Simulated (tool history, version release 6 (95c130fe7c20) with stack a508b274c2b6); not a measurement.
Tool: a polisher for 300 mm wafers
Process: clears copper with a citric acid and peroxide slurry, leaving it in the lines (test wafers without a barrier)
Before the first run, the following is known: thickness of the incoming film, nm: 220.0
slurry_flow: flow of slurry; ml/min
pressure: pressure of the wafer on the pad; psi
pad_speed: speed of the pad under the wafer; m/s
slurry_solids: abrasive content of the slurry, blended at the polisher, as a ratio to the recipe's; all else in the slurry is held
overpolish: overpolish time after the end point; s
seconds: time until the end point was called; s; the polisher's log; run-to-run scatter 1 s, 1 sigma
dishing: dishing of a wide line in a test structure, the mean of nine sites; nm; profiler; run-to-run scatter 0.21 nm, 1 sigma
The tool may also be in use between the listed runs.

run 1 hour=0.0 | slurry_flow=130 pressure=2.2 pad_speed=0.94 slurry_solids=1.00 overpolish=20 | seconds=162.88 dishing=19.884
run 2 hour=2.7 | slurry_flow=115 pressure=2.2 pad_speed=0.94 slurry_solids=1.00 overpolish=20 | seconds=164.86 dishing=18.793
run 3 hour=3.7 | slurry_flow=115 pressure=2.0 pad_speed=0.94 slurry_solids=1.00 overpolish=20 | seconds=181.15 dishing=17.807
run 4 hour=4.8 | slurry_flow=115 pressure=2.0 pad_speed=0.80 slurry_solids=1.00 overpolish=20 | seconds=212.25 dishing=15.753
run 5 hour=13.3 | slurry_flow=105 pressure=2.3 pad_speed=0.86 slurry_solids=0.90 overpolish=17 | seconds=179.09 dishing=15.599
run 6 hour=14.1 | slurry_flow=105 pressure=2.3 pad_speed=0.76 slurry_solids=0.90 overpolish=17 | seconds=203.24 dishing=13.595
run 7 hour=20.5 | slurry_flow=100 pressure=2.6 pad_speed=0.80 slurry_solids=0.85 overpolish=15 | seconds=174.36 dishing=14.702
run 8 hour=22.3 | slurry_flow=100 pressure=2.6 pad_speed=0.80 slurry_solids=0.85 overpolish=15 | seconds=175.04 dishing=13.898
run 9 hour=26.8 | slurry_flow=95 pressure=2.8 pad_speed=0.86 slurry_solids=0.75 overpolish=13 | seconds=155.91 dishing=13.363
run 10 hour=35.6 | slurry_flow=90 pressure=2.9 pad_speed=0.94 slurry_solids=0.70 overpolish=11 | seconds=144.26 dishing=12.319
run 11 hour=43.7 | slurry_flow=90 pressure=2.9 pad_speed=1.02 slurry_solids=0.65 overpolish=10 | seconds=134.30 dishing=12.293
run 12 hour=48.2 | slurry_flow=90 pressure=3.0 pad_speed=1.08 slurry_solids=0.60 overpolish=9 | seconds=124.58 dishing=11.943
run 13 hour=54.8 | slurry_flow=90 pressure=3.0 pad_speed=1.14 slurry_solids=0.60 overpolish=8 | seconds=119.39 dishing=11.071
run 14 hour=56.9 | slurry_flow=90 pressure=3.0 pad_speed=1.20 slurry_solids=0.60 overpolish=8 | seconds=111.07 dishing=11.774
run 15 hour=64.5 | slurry_flow=90 pressure=3.0 pad_speed=1.26 slurry_solids=0.60 overpolish=8 | seconds=107.49 dishing=12.159

Run 16 is up next; what results do you expect?
run 16 hour=70.1 | slurry_flow=90 pressure=3.0 pad_speed=1.30 slurry_solids=0.60 overpolish=8 | seconds=? dishing=?

seconds: 104.77 s
dishing: 12.770 nm
